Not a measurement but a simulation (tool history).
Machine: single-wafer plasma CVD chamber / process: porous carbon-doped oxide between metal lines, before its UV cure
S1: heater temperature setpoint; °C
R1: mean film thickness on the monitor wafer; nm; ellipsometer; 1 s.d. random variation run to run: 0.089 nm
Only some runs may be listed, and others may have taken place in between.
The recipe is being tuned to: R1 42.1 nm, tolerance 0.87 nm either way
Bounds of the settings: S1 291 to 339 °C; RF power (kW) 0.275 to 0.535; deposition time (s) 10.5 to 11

Run 1, day 0: S1 315 °C, RF power (kW) 0.405, deposition time (s) 11. Result: R1 50.719 nm.
Run 2, day 0.367: S1 322 °C, RF power (kW) 0.405, deposition time (s) 11. Result: R1 49.102 nm.
Run 3, day 0.571: S1 323 °C, RF power (kW) 0.4, deposition time (s) 11. Result: R1 48.574 nm.
Run 4, day 0.908: S1 324 °C, RF power (kW) 0.395, deposition time (s) 11. Result: R1 48.044 nm.
Run 5, day 1.092: S1 324 °C, RF power (kW) 0.395, deposition time (s) 11. Result: R1 47.985 nm.
Run 6, day 1.292: S1 325 °C, RF power (kW) 0.39, deposition time (s) 11. Result: R1 47.387 nm.
Run 7, day 1.625: S1 326 °C, RF power (kW) 0.385, deposition time (s) 11. Result: R1 46.889 nm.
Run 8, day 1.754: S1 337 °C, RF power (kW) 0.345, deposition time (s) 10.9. Result: R1 41.101 nm.

Below are 5 possible settings for the next run. Only one of them brings all results inside the allowed miss of their targets. Which is it?
Run A, day 1.883: S1 339 °C, RF power (kW) 0.37, deposition time (s) 10.7. Result: R1 ?.
Run B, day 1.883: S1 338 °C, RF power (kW) 0.345, deposition time (s) 10.8. Result: R1 ?.
Run C, day 1.883: S1 339 °C, RF power (kW) 0.33, deposition time (s) 11. Result: R1 ?.
Run D, day 1.883: S1 332 °C, RF power (kW) 0.345, deposition time (s) 10.5. Result: R1 ?.
Run E, day 1.883: S1 338 °C, RF power (kW) 0.315, deposition time (s) 11. Result: R1 ?.

move      R1
   A  41.886
   B  40.503
   C  39.872
   D  40.401
   E  38.834
A: all results in spec
B: misses by more than the last run did
C: misses by more than the last run did
D: misses by more than the last run did
E: misses by more than the last run did
The move that meets every target is A.

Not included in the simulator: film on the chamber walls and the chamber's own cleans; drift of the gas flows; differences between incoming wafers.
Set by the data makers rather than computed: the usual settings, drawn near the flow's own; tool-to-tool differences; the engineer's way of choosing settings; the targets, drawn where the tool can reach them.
